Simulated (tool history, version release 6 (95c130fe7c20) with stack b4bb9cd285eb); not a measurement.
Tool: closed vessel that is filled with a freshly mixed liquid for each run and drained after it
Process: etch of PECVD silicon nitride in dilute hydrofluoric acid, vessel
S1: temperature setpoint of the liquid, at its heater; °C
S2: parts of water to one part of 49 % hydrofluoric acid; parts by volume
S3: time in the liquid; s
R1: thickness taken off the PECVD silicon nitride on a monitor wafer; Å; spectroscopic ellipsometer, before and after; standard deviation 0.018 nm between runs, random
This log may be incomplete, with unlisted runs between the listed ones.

run,hour,S1,S2,S3,R1
1,0.0,21.0,205,675,60.278
2,9.8,24.5,205,675,75.778
3,14.9,24.5,160,675,96.116
4,23.3,24.5,120,675,128.310
5,25.2,23.5,135,675,106.690
6,31.8,23.5,135,675,107.160
7,35.8,22.5,150,675,90.183
8,37.2,21.5,160,675,79.749
9,44.0,21.0,170,675,73.333
10,52.4,20.5,175,675,68.128
11,56.5,17.0,225,670,42.113

Run 12 comes next. What will it give?
12,58.7,17.0,225,670,?

{"run 12": {"R1": 42.153}}
